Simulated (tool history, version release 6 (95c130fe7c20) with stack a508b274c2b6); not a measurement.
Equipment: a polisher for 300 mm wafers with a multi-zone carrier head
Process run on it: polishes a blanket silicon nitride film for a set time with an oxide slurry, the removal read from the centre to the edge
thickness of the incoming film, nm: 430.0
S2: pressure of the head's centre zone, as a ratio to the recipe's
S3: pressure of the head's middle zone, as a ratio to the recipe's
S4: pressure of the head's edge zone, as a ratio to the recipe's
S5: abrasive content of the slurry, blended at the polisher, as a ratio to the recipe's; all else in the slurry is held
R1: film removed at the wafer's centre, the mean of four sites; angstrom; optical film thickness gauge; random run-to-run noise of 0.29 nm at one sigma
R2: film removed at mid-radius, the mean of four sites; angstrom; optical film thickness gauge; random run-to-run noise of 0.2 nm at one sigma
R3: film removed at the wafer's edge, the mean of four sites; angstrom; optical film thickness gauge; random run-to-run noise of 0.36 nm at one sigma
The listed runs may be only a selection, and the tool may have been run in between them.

{"run": 1, "day": 0.0, "flow of slurry (ml/min)": 140, "S2": 1.0, "S3": 1.0, "S4": 1.0, "S5": 1.0, "polishing time (s)": 52, "R1": 313.55, "R2": 309.3, "R3": 292.11}
{"run": 2, "day": 0.312, "flow of slurry (ml/min)": 135, "S2": 1.02, "S3": 0.94, "S4": 1.06, "S5": 1.05, "polishing time (s)": 52, "R1": 323.38, "R2": 300.27, "R3": 298.13}
{"run": 3, "day": 0.671, "flow of slurry (ml/min)": 135, "S2": 1.02, "S3": 0.94, "S4": 1.06, "S5": 1.05, "polishing time (s)": 64, "R1": 398.57, "R2": 359.74, "R3": 372.21}
{"run": 4, "day": 0.933, "flow of slurry (ml/min)": 135, "S2": 1.02, "S3": 0.94, "S4": 1.06, "S5": 0.95, "polishing time (s)": 64, "R1": 385.81, "R2": 349.97, "R3": 360.24}
{"run": 5, "day": 1.25, "flow of slurry (ml/min)": 135, "S2": 1.02, "S3": 0.99, "S4": 1.06, "S5": 0.95, "polishing time (s)": 64, "R1": 378.85, "R2": 364.98, "R3": 355.26}
{"run": 6, "day": 1.583, "flow of slurry (ml/min)": 135, "S2": 1.02, "S3": 0.99, "S4": 1.06, "S5": 0.75, "polishing time (s)": 64, "R1": 343.82, "R2": 329.31, "R3": 319.95}

What will run 7 give?
{"run": 7, "day": 1.829, "flow of slurry (ml/min)": 120, "S2": 1.03, "S3": 0.93, "S4": 1.09, "S5": 0.75, "polishing time (s)": 64, "R1": "?", "R2": "?", "R3": "?"}

R1: 339.67 angstrom
R2: 306.30 angstrom
R3: 327.36 angstrom
